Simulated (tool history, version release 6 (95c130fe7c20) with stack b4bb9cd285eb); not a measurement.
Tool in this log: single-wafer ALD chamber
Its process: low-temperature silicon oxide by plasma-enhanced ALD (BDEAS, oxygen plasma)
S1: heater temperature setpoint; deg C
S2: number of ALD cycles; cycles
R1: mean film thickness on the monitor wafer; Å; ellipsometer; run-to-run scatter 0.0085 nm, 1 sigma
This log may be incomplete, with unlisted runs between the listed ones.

run 1 hour=0.0 | S1=115 S2=25 | R1=34.015
run 2 hour=6.0 | S1=124 S2=25 | R1=33.509
run 3 hour=11.3 | S1=124 S2=28 | R1=37.359
run 4 hour=15.3 | S1=125 S2=26 | R1=35.032
run 5 hour=16.7 | S1=125 S2=25 | R1=33.345
run 6 hour=19.4 | S1=115 S2=25 | R1=34.018
run 7 hour=24.4 | S1=116 S2=24 | R1=32.712
run 8 hour=32.9 | S1=117 S2=23 | R1=31.400
run 9 hour=33.5 | S1=118 S2=22 | R1=29.941
run 10 hour=35.4 | S1=119 S2=22 | R1=29.836
run 11 hour=42.4 | S1=120 S2=22 | R1=29.704
run 12 hour=46.5 | S1=122 S2=22 | R1=29.499
run 13 hour=54.8 | S1=124 S2=22 | R1=29.628
run 14 hour=57.8 | S1=125 S2=22 | R1=29.514
run 15 hour=61.8 | S1=126 S2=22 | R1=29.364
run 16 hour=70.3 | S1=127 S2=22 | R1=29.300

The next listed run, before its measurement:
run 17 hour=75.7 | S1=128 S2=22 | R1=?

Run 17 measured R1 29.268 Å.
